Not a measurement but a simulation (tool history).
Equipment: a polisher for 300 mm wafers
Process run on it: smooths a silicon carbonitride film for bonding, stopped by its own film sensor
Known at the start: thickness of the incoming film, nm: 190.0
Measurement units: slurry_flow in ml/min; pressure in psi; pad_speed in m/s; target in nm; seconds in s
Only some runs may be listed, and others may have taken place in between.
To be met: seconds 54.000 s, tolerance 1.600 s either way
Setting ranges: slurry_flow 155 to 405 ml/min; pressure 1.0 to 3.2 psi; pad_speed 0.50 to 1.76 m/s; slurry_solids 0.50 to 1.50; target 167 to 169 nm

run	hour	slurry_flow	pressure	pad_speed	slurry_solids	target	seconds
1	0.0	260	2.1	1.12	1.00	167	68.944
2	9.1	260	2.1	1.38	1.00	167	58.655
3	15.9	260	2.1	1.60	1.00	167	51.772
4	20.3	260	2.5	1.60	1.00	167	45.688
5	21.7	260	2.3	1.60	1.00	167	48.151
6	26.0	260	2.3	1.60	1.20	167	44.466
7	27.1	260	2.1	1.60	1.20	167	47.674
8	33.0	260	2.0	1.60	1.20	167	50.097
9	40.2	260	1.9	1.60	1.20	167	51.117

Which of these 5 next moves meets every target?
A	47.4	305	1.6	1.52	1.30	168	?
B	47.4	235	2.4	1.28	1.20	168	?
C	47.4	250	1.7	1.74	1.25	168	?
D	47.4	315	1.5	1.74	0.95	168	?
E	47.4	225	1.8	1.56	1.20	169	?

move	seconds
A	53.690
B	50.117
C	48.115
D	56.685
E	49.772
A: every result lands within tolerance
B: its largest miss is bigger than the last run's
C: its largest miss is bigger than the last run's
D: carries the result that was furthest off beyond its target, to the other side
E: its largest miss is bigger than the last run's
The right move is A.

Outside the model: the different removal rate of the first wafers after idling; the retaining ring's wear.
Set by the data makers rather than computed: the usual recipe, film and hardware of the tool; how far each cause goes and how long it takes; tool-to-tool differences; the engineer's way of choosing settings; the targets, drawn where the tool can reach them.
